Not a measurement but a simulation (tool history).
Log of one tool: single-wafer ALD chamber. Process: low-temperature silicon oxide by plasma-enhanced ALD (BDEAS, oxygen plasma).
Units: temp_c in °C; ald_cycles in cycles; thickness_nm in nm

run  hour  temp_c  ald_cycles  thickness_nm
  1     0     105          35        4.8861
  2   7.3     105          38        5.2896
  3     9     116          38        5.2151
  4  14.3     121          38         5.174
  5    16     114          38        5.2082
  6  18.3     114          37        5.0774
  7  20.1     114          36        4.9299

Forecast run 8:
  8  23.8     114          35             ?

{"run 8": {"thickness_nm": 4.8048}}
